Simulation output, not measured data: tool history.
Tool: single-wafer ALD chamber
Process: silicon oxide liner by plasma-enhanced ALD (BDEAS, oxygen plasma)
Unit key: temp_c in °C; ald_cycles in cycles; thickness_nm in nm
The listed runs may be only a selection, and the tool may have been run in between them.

run,hour,temp_c,ald_cycles,thickness_nm
1,0.0,310,80,7.5668
2,2.9,309,83,7.8358
3,9.2,309,89,8.4142
4,16.6,302,89,8.5280
5,24.1,293,89,8.8593
6,25.3,292,90,8.9766
7,32.2,291,91,9.1313
8,36.4,291,91,9.1072
# hour 42.5: thermocouple changed; heater temperature recalibrated
9,42.5,290,92,9.0802
10,43.6,290,93,9.0950

Forecast run 11:
11,44.4,290,93,?

thickness_nm: 9.1938 nm
